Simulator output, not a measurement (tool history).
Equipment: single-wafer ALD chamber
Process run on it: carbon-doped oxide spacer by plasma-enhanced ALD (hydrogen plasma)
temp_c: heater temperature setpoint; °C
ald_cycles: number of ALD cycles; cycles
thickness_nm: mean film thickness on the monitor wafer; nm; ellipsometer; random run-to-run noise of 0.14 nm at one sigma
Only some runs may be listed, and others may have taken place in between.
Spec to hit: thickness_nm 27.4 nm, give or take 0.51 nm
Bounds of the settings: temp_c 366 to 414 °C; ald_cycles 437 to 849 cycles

Run 1, hour 0: temp_c 390 °C, ald_cycles 643 cycles. Result: thickness_nm 32.886 nm.
Run 2, hour 5.7: temp_c 394 °C, ald_cycles 643 cycles. Result: thickness_nm 32.935 nm.
Run 3, hour 12: temp_c 394 °C, ald_cycles 700 cycles. Result: thickness_nm 35.862 nm.
Run 4, hour 16.9: temp_c 394 °C, ald_cycles 667 cycles. Result: thickness_nm 33.974 nm.
Run 5, hour 20.5: temp_c 388 °C, ald_cycles 667 cycles. Result: thickness_nm 34.039 nm.
Run 6, hour 23.4: temp_c 395 °C, ald_cycles 667 cycles. Result: thickness_nm 33.983 nm.
Run 7, hour 31.6: temp_c 395 °C, ald_cycles 641 cycles. Result: thickness_nm 32.879 nm.
Run 8, hour 39.5: temp_c 395 °C, ald_cycles 618 cycles. Result: thickness_nm 31.414 nm.
Run 9, hour 41.1: temp_c 395 °C, ald_cycles 603 cycles. Result: thickness_nm 30.839 nm.
Run 10, hour 49.3: temp_c 395 °C, ald_cycles 589 cycles. Result: thickness_nm 29.944 nm.
Run 11, hour 50.9: temp_c 395 °C, ald_cycles 579 cycles. Result: thickness_nm 29.463 nm.
Run 12, hour 54.5: temp_c 395 °C, ald_cycles 571 cycles. Result: thickness_nm 29.134 nm.
Run 13, hour 57.1: temp_c 395 °C, ald_cycles 564 cycles. Result: thickness_nm 28.731 nm.
Run 14, hour 61.8: temp_c 395 °C, ald_cycles 559 cycles. Result: thickness_nm 28.48 nm.

Of the 4 settings listed for the next run, only one would bring every result within its allowed miss of target. Which one?
Run A, hour 66.5: temp_c 395 °C, ald_cycles 589 cycles. Result: thickness_nm ?.
Run B, hour 66.5: temp_c 389 °C, ald_cycles 533 cycles. Result: thickness_nm ?.
Run C, hour 66.5: temp_c 394 °C, ald_cycles 582 cycles. Result: thickness_nm ?.
Run D, hour 66.5: temp_c 394 °C, ald_cycles 587 cycles. Result: thickness_nm ?.

move  thickness_nm
   A        30.341
   B        27.457
   C        29.981
   D        30.238
A: lands further from the targets than the last run did
B: all results land within tolerance of their targets
C: lands further from the targets than the last run did
D: lands further from the targets than the last run did
Correct choice: B, which meets every target

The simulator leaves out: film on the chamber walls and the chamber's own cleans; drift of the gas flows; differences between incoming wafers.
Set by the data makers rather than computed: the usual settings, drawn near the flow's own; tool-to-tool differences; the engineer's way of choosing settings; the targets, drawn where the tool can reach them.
